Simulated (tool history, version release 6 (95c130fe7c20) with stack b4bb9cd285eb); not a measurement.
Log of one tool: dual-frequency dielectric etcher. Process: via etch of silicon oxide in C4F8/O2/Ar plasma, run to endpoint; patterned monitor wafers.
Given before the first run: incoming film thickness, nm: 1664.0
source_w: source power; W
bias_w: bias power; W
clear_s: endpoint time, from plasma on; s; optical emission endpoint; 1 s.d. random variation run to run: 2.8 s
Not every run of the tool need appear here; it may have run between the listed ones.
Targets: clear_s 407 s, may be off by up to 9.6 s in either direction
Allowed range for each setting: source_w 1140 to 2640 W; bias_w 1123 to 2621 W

run,hour,source_w,bias_w,clear_s
1,0,1890,1872,342.6
2,6.8,1760,1822,360.81
3,10.1,1760,2123,335.74
4,15.4,1580,2123,348.86
5,18.1,1580,2351,334.32
6,23.2,1490,2243,354.73
7,30.5,1420,2207,363.59
# hour 38.3: wet clean of the chamber
8,38.3,1360,2175,390.12
9,46,1340,2174,385.91
10,49.1,1310,2171,395.66
11,52,1300,2170,391.3
12,59.4,1280,2168,397.13
13,68.1,1270,2167,396.78

Consider the 5 candidate settings below. Which is the only one whose results all fall within their allowed miss of target?
A,76.8,1160,1920,?
B,76.8,1180,2215,?
C,76.8,1270,2315,?
D,76.8,1490,1598,?
E,76.8,1280,1751,?

move,clear_s
A,435.96
B,406.65
C,385.87
D,420.71
E,433.51
A: takes the result that was furthest off past its target
B: every result lands within tolerance
C: its largest miss is bigger than the last run's
D: takes the result that was furthest off past its target
E: takes the result that was furthest off past its target
The move that meets every target is B.
